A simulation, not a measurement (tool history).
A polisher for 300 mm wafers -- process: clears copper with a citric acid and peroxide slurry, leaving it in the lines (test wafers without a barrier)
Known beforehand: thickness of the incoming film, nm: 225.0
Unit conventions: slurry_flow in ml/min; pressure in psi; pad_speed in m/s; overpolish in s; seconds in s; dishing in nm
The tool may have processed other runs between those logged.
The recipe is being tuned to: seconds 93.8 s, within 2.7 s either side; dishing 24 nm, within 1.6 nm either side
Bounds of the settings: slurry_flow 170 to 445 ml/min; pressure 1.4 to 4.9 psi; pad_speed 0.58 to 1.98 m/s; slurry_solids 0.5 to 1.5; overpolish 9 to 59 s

run  hour  slurry_flow  pressure  pad_speed  slurry_solids  overpolish  seconds  dishing
  1     0          285       3.1       1.28              1          30   71.123   54.658
  2   5.1          285       2.8       1.32              1          24   72.986   45.873
  3  12.6          280       2.4       1.36              1          20   81.551   36.307
  4  13.7          280       2.4       1.36           0.85          20    82.87   34.946
  5    17          280       2.4       1.36           0.95          20   82.054   37.324
  6  26.1          280       2.4       1.36            1.1          20   78.595   36.965
  7  28.7          275       2.2       1.36            1.1          17   83.473   30.843
  8  36.2          270       2.1       1.36            1.1          16   86.853   28.452
  9  43.7          255         2       1.36            1.1          16   90.755   27.423
 10  47.2          240       1.9       1.36            1.1          10   94.205    17.52
 11  48.5          255       1.9       1.36            1.1          10   94.378   17.639
 12  57.5          275       1.9       1.36            1.1          11   93.596    19.52
 13  64.6          275       1.9       1.36            1.1          12   94.098    20.59

Exactly one of the 5 candidate moves below puts every result within its allowed miss. Which one?
  A  71.7          275       2.2       1.32              1           9        ?        ?
  B  71.7          345       1.4       1.58            1.1          18        ?        ?
  C  71.7          295       1.8       1.32           1.05          17        ?        ?
  D  71.7          270       1.9       1.24            1.2          17        ?        ?
  E  71.7          275         2       1.34              1          14        ?        ?

move  seconds  dishing
   A   89.428   17.182
   B    99.22   28.028
   C    101.7   26.499
   D   101.48   26.605
   E   94.494   24.035
A: further off than the last run
B: takes the biggest miss from the last run beyond its target
C: takes the biggest miss from the last run beyond its target
D: takes the biggest miss from the last run beyond its target
E: in spec on every target
Go with E: it meets all targets.

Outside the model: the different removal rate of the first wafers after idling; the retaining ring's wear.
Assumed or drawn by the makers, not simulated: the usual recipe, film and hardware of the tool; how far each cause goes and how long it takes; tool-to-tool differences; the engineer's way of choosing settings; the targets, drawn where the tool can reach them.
